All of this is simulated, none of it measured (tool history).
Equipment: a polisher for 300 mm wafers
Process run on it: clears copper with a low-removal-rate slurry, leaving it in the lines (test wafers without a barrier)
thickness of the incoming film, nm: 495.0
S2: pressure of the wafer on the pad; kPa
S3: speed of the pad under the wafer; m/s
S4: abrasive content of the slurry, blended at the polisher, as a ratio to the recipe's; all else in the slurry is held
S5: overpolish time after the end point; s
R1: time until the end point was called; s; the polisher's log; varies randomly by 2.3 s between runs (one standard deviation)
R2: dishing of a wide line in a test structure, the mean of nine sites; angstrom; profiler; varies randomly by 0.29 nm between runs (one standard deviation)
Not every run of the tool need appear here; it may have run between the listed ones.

Run 1, hour 0: flow of slurry (ml/min) 245, S2 18.6 kPa, S3 1.14 m/s, S4 1, S5 11 s. Result: R1 145.86 s, R2 270.27 angstrom.
Run 2, hour 2.3: flow of slurry (ml/min) 245, S2 22.1 kPa, S3 1.14 m/s, S4 1, S5 11 s. Result: R1 127.95 s, R2 312.41 angstrom.
Run 3, hour 10.8: flow of slurry (ml/min) 245, S2 22.1 kPa, S3 1.14 m/s, S4 0.85, S5 11 s. Result: R1 132.28 s, R2 298.88 angstrom.
Run 4, hour 13.7: flow of slurry (ml/min) 245, S2 18.6 kPa, S3 1.14 m/s, S4 0.85, S5 11 s. Result: R1 158.71 s, R2 266.39 angstrom.
Run 5, hour 15.8: flow of slurry (ml/min) 255, S2 20 kPa, S3 1.14 m/s, S4 0.95, S5 9 s. Result: R1 138 s, R2 233.69 angstrom.
Run 6, hour 17.7: flow of slurry (ml/min) 215, S2 20 kPa, S3 1.14 m/s, S4 0.95, S5 9 s. Result: R1 145.82 s, R2 232.24 angstrom.
Run 7, hour 22.2: flow of slurry (ml/min) 240, S2 20.7 kPa, S3 1.14 m/s, S4 1, S5 7 s. Result: R1 138.45 s, R2 194.17 angstrom.

Run 8 has not been measured yet. What should we expect?
Run 8, hour 25.9: flow of slurry (ml/min) 240, S2 20.7 kPa, S3 1.14 m/s, S4 1, S5 7 s. Result: R1 ?, R2 ?.

For run 8 the tool returned R1 136.78 s, R2 190.35 angstrom.
